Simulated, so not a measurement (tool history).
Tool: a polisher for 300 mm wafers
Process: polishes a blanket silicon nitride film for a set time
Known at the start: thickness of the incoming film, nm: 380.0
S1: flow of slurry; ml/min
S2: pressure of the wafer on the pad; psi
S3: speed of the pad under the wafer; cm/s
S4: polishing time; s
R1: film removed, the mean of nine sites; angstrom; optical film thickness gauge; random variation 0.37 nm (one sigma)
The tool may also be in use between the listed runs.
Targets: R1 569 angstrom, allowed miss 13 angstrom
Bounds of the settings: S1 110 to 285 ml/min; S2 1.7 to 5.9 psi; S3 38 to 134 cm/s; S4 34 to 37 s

Run 1, hour 0: S1 180 ml/min, S2 3.8 psi, S3 86 cm/s, S4 37 s. Result: R1 592.56 angstrom.
Run 2, hour 5.2: S1 180 ml/min, S2 4.4 psi, S3 86 cm/s, S4 37 s. Result: R1 684.1 angstrom.
Run 3, hour 11.4: S1 175 ml/min, S2 4.3 psi, S3 86 cm/s, S4 37 s. Result: R1 668.57 angstrom.
Run 4, hour 18.7: S1 175 ml/min, S2 4.8 psi, S3 86 cm/s, S4 37 s. Result: R1 736.31 angstrom.
Run 5, hour 23.7: S1 175 ml/min, S2 4.8 psi, S3 86 cm/s, S4 34 s. Result: R1 685.4 angstrom.
Run 6, hour 24.8: S1 175 ml/min, S2 5.6 psi, S3 86 cm/s, S4 34 s. Result: R1 791.44 angstrom.
Run 7, hour 31.3: S1 170 ml/min, S2 5.4 psi, S3 86 cm/s, S4 34 s. Result: R1 761.42 angstrom.
Run 8, hour 37.3: S1 155 ml/min, S2 4.4 psi, S3 86 cm/s, S4 34 s. Result: R1 610.87 angstrom.
Run 9, hour 43.1: S1 150 ml/min, S2 4.4 psi, S3 86 cm/s, S4 34 s. Result: R1 606.32 angstrom.
Run 10, hour 48.6: S1 145 ml/min, S2 4.4 psi, S3 86 cm/s, S4 34 s. Result: R1 611.52 angstrom.
Run 11, hour 51.8: S1 140 ml/min, S2 4.4 psi, S3 86 cm/s, S4 34 s. Result: R1 601.69 angstrom.
At hour 56.8: slurry nozzle cleaned.
Run 12, hour 56.8: S1 135 ml/min, S2 4.4 psi, S3 86 cm/s, S4 34 s. Result: R1 639.29 angstrom.

Which of these 5 next moves meets every target?
Run A, hour 61.8: S1 125 ml/min, S2 4.4 psi, S3 80 cm/s, S4 35 s. Result: R1 ?.
Run B, hour 61.8: S1 135 ml/min, S2 2.9 psi, S3 104 cm/s, S4 37 s. Result: R1 ?.
Run C, hour 61.8: S1 160 ml/min, S2 3.8 psi, S3 76 cm/s, S4 36 s. Result: R1 ?.
Run D, hour 61.8: S1 150 ml/min, S2 3.9 psi, S3 80 cm/s, S4 34 s. Result: R1 ?.
Run E, hour 61.8: S1 145 ml/min, S2 3.8 psi, S3 88 cm/s, S4 34 s. Result: R1 ?.

move      R1
   A  613.87
   B  541.14
   C  545.08
   D  545.11
   E  570.86
A: nearer than the last run, and not there yet
B: takes the result that was furthest off past its target
C: takes the result that was furthest off past its target
D: takes the result that was furthest off past its target
E: meets every target
Answer: E
